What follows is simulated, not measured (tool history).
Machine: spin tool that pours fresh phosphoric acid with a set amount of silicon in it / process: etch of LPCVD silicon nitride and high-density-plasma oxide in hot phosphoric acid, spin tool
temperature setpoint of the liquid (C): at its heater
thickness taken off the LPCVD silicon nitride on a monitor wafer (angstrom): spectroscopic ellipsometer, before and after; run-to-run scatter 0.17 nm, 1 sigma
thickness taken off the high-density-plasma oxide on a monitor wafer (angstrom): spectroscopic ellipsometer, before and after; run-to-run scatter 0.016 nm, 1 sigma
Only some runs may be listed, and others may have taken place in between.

run	hour	temperature setpoint of the liquid (C)	silicon dissolved in the acid as it is poured (mg a litre)	time under the liquid (s)	thickness taken off the LPCVD silicon nitride on a monitor wafer (angstrom)	thickness taken off the high-density-plasma oxide on a monitor wafer (angstrom)
1	0.0	162.0	22.5	180	178.32	5.7006
2	0.9	160.5	32.0	220	208.67	4.6951
3	7.0	159.0	32.0	220	199.60	3.6704
4	9.8	159.0	27.5	220	197.76	4.1342
5	11.0	159.0	27.5	140	128.39	3.1777
6	17.9	158.5	35.5	195	171.83	3.0920
7	24.4	158.0	40.5	235	206.50	2.4931
8	27.6	160.5	50.0	295	279.97	2.7396
9	33.0	160.5	50.0	300	285.73	2.6585
10	35.6	160.5	50.0	300	285.07	2.6564
11	42.5	160.5	50.0	305	292.54	2.7672

Run 12 comes next. What will it give?
12	45.4	160.5	50.0	310	?	?

For run 12 the tool returned thickness taken off the LPCVD silicon nitride on a monitor wafer (angstrom) 295.34, thickness taken off the high-density-plasma oxide on a monitor wafer (angstrom) 2.8492.
